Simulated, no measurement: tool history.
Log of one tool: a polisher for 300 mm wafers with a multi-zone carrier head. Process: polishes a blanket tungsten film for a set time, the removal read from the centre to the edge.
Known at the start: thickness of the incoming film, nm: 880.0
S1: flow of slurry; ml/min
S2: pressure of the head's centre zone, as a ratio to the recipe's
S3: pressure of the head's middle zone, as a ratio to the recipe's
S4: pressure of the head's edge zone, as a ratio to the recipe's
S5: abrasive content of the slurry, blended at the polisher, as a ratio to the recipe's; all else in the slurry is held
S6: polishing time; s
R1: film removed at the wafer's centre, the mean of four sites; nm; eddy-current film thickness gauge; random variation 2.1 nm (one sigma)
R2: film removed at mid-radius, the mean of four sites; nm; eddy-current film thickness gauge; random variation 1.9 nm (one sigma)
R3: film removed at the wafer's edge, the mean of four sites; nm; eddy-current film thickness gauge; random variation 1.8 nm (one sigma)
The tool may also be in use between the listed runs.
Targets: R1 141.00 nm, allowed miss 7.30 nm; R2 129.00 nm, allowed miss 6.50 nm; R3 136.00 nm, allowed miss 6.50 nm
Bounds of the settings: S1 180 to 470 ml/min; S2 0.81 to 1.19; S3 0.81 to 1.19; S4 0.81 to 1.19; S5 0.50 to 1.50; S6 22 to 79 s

run  hour   S1    S2    S3    S4    S5  S6      R1      R2      R3
  1   0.0  300  1.00  1.00  1.00  1.00  50  209.83  214.09  212.89
  2   7.4  270  1.00  1.00  1.00  1.00  50  207.62  211.76  203.39
  3  11.6  270  1.00  1.07  1.00  1.00  50  208.70  221.82  212.58
  4  15.0  270  1.00  1.07  1.00  1.00  43  180.65  189.94  181.87
  5  23.8  270  1.00  1.02  1.01  0.85  41  159.11  160.75  164.16
  6  31.9  270  1.00  0.99  1.01  0.85  41  163.91  160.15  164.93
  7  36.3  260  1.00  0.97  0.99  0.75  41  150.82  151.84  155.28
  8  41.6  255  1.02  0.94  0.98  0.70  41  153.00  139.05  150.55
  9  44.8  250  1.02  0.93  0.96  0.70  41  151.39  143.91  148.06

Which of these 4 next moves meets every target?
  A  48.0  250  1.18  0.92  0.82  0.65  41   ?   ?   ?
  B  48.0  260  1.02  0.93  0.99  0.60  40   ?   ?   ?
  C  48.0  180  1.04  0.86  0.96  0.65  45   ?   ?   ?
  D  48.0  310  1.06  0.83  1.08  1.00  32   ?   ?   ?

move      R1      R2      R3
   A  168.48  136.33  137.71
   B  139.18  130.04  136.45
   C  154.82  134.22  151.38
   D  144.94  118.84  139.91
A: further off than the last run
B: meets every target
C: brings the result that was furthest off to its target, and leaves another outside
D: takes the result that was furthest off past its target
The right move is B.
